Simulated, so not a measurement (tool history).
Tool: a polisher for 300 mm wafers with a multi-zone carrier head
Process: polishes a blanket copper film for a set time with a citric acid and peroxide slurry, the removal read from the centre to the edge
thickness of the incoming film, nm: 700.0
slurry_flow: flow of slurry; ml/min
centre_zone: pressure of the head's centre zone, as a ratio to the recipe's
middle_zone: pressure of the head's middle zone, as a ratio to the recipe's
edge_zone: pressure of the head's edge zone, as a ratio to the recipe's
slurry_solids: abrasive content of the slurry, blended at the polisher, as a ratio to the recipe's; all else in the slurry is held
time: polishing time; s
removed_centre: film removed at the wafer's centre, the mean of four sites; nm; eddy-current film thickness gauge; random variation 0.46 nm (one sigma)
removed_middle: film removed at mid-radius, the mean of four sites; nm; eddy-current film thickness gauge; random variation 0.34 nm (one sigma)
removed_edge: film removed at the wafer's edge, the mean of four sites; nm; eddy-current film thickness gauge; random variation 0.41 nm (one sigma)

| run | hour | slurry_flow | centre_zone | middle_zone | edge_zone | slurry_solids | time | removed_centre | removed_middle | removed_edge |
|---|---|---|---|---|---|---|---|---|---|---|
| 1 | 0.0 | 230 | 1.00 | 1.00 | 1.00 | 1.00 | 37 | 90.303 | 90.556 | 86.468 |
| 2 | 8.8 | 220 | 1.00 | 0.96 | 0.97 | 0.90 | 34 | 81.608 | 77.705 | 76.619 |
| 3 | 15.2 | 215 | 0.99 | 0.94 | 0.94 | 0.80 | 32 | 73.167 | 71.492 | 70.214 |
| 4 | 20.5 | 215 | 0.99 | 0.94 | 0.94 | 0.70 | 32 | 71.351 | 69.723 | 66.906 |
| 5 | 25.1 | 215 | 1.05 | 0.94 | 0.94 | 0.70 | 32 | 74.204 | 68.767 | 67.370 |
| 6 | 32.4 | 215 | 1.05 | 0.94 | 0.94 | 0.70 | 28 | 65.853 | 60.614 | 59.082 |
| 7 | 40.8 | 210 | 1.05 | 0.92 | 0.93 | 0.65 | 27 | 61.751 | 56.961 | 55.433 |
| 8 | 45.5 | 200 | 1.05 | 0.90 | 0.93 | 0.60 | 27 | 60.840 | 53.705 | 55.131 |
| 9 | 48.1 | 190 | 1.05 | 0.89 | 0.91 | 0.60 | 27 | 60.444 | 53.262 | 53.864 |

The next listed run, before its measurement:
| 10 | 52.1 | 185 | 1.04 | 0.88 | 0.90 | 0.60 | 27 | ? | ? | ? |

Run 10 gave removed_centre 59.213 nm, removed_middle 52.142 nm, removed_edge 54.148 nm.
